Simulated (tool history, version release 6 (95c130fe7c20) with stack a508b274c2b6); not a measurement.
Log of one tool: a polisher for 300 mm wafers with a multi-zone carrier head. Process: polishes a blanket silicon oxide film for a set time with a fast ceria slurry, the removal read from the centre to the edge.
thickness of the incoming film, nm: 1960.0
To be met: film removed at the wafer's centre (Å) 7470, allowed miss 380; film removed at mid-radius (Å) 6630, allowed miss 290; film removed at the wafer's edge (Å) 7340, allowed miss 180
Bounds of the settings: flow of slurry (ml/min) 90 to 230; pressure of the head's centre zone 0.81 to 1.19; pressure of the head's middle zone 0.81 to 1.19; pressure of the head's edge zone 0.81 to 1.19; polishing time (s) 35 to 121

run  hour  flow of slurry (ml/min)  pressure of the head's centre zone  pressure of the head's middle zone  pressure of the head's edge zone  polishing time (s)  film removed at the wafer's centre (Å)  film removed at mid-radius (Å)  film removed at the wafer's edge (Å)
  1     0                      150                                   1                                   1                                 1                  78                                  5597.6                          5771.8                                5656.8
  2   0.7                      160                                1.02                                0.99                              1.04                  81                                  5968.2                            5926                                5947.5
  3   2.8                      165                                1.03                                0.98                              1.07                  85                                  6331.9                          6322.8                                6418.1
  4   8.2                      165                                1.08                                0.98                              1.07                  85                                  6492.4                          6283.4                                6449.3
  5  13.4                      165                                1.08                                0.98                              1.07                  75                                    5893                          5514.9                                5662.7
  6  21.7                      170                                1.09                                0.97                              1.09                  79                                  6018.9                          5851.2                                6063.2
  7  29.7                      175                                1.12                                0.95                              1.09                  82                                  6592.6                          5897.5                                6226.5
  8  35.9                      175                                1.13                                0.95                              1.11                  84                                  6890.9                          6066.1                                6529.3

5 next moves are on the table. One of them brings every result within its allowed miss. Which?
  A  42.1                      175                                 0.9                                1.12                              1.19                  91                                       ?                               ?                                     ?
  B  42.1                      175                                0.95                                0.91                              1.19                  88                                       ?                               ?                                     ?
  C  42.1                      195                                1.12                                0.91                              1.14                  91                                       ?                               ?                                     ?
  D  42.1                      175                                0.99                                1.07                              1.08                  88                                       ?                               ?                                     ?
  E  42.1                      200                                1.19                                1.13                              0.92                  85                                       ?                               ?                                     ?

move  film removed at the wafer's centre (Å)  film removed at mid-radius (Å)  film removed at the wafer's edge (Å)
   A                                  6351.2                          7444.7                                7355.8
   B                                  6398.4                          6236.1                                7129.6
   C                                  7697.6                          6561.7                                7306.4
   D                                  6615.6                          6968.8                                6771.5
   E                                  7596.7                          7147.2                                6148.7
A: brings the result that was furthest off to its target, and leaves another outside
B: nearer than the last run, and not there yet
C: meets every target
D: nearer than the last run, and not there yet
E: further off than the last run
Move C is the one to make.

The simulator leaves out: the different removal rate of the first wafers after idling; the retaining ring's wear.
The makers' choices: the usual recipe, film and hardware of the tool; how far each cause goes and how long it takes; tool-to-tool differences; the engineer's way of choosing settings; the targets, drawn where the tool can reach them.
